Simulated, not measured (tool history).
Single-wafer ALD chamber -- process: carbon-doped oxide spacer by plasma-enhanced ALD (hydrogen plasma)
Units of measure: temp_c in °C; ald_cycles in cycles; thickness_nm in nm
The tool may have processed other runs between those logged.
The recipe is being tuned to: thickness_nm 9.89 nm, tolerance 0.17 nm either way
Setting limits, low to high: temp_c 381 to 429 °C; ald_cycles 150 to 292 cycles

run 1 hour=0 | temp_c=405 ald_cycles=221 | thickness_nm=10.602
run 2 hour=8.7 | temp_c=407 ald_cycles=220 | thickness_nm=10.574
run 3 hour=17.2 | temp_c=407 ald_cycles=233 | thickness_nm=11.195
run 4 hour=24.3 | temp_c=408 ald_cycles=230 | thickness_nm=10.986
run 5 hour=32.3 | temp_c=408 ald_cycles=253 | thickness_nm=12.124
run 6 hour=37.4 | temp_c=408 ald_cycles=284 | thickness_nm=13.602
run 7 hour=40.1 | temp_c=408 ald_cycles=284 | thickness_nm=13.609
run 8 hour=46.9 | temp_c=409 ald_cycles=274 | thickness_nm=13.105
run 9 hour=52.9 | temp_c=410 ald_cycles=265 | thickness_nm=12.548
run 10 hour=57.2 | temp_c=422 ald_cycles=230 | thickness_nm=10.386
run 11 hour=63 | temp_c=423 ald_cycles=229 | thickness_nm=10.428

Exactly one of the 5 candidate moves below puts every result within its allowed miss. Which one?
run A hour=68.8 | temp_c=418 ald_cycles=213 | thickness_nm=?
run B hour=68.8 | temp_c=426 ald_cycles=210 | thickness_nm=?
run C hour=68.8 | temp_c=429 ald_cycles=235 | thickness_nm=?
run D hour=68.8 | temp_c=429 ald_cycles=231 | thickness_nm=?
run E hour=68.8 | temp_c=426 ald_cycles=231 | thickness_nm=?

move=A thickness_nm=9.942
move=B thickness_nm=9.5407
move=C thickness_nm=10.567
move=D thickness_nm=10.387
move=E thickness_nm=10.495
A: every result lands within tolerance
B: the result that was furthest off in the last run now lies on the other side of its target
C: its largest miss is bigger than the last run's
D: moves toward the targets from the last run without getting all of them in spec
E: its largest miss is bigger than the last run's
Correct choice: A, which meets every target
